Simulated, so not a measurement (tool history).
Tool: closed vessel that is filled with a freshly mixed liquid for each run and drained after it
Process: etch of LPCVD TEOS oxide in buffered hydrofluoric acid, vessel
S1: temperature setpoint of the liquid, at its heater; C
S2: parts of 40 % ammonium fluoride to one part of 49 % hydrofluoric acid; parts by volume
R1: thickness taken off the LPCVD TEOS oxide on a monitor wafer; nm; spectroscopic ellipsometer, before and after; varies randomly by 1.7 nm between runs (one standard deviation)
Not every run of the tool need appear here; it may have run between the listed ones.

Run 1, hour 0.0: S1 21.0 C, S2 7.5 parts by volume, time in the liquid (s) 90. Result: R1 502.32 nm.
Run 2, hour 9.0: S1 20.5 C, S2 7.5 parts by volume, time in the liquid (s) 90. Result: R1 484.20 nm.
Run 3, hour 12.6: S1 20.5 C, S2 7.5 parts by volume, time in the liquid (s) 90. Result: R1 485.15 nm.
Run 4, hour 21.0: S1 20.5 C, S2 7.5 parts by volume, time in the liquid (s) 95. Result: R1 515.84 nm.
Run 5, hour 27.0: S1 20.0 C, S2 7.5 parts by volume, time in the liquid (s) 95. Result: R1 495.91 nm.
Run 6, hour 34.6: S1 20.0 C, S2 6.0 parts by volume, time in the liquid (s) 95. Result: R1 610.73 nm.

Run 7 has not been measured yet. What should we expect?
Run 7, hour 43.6: S1 19.5 C, S2 6.5 parts by volume, time in the liquid (s) 95. Result: R1 ?.

{"run 7": {"R1": 560.26}}
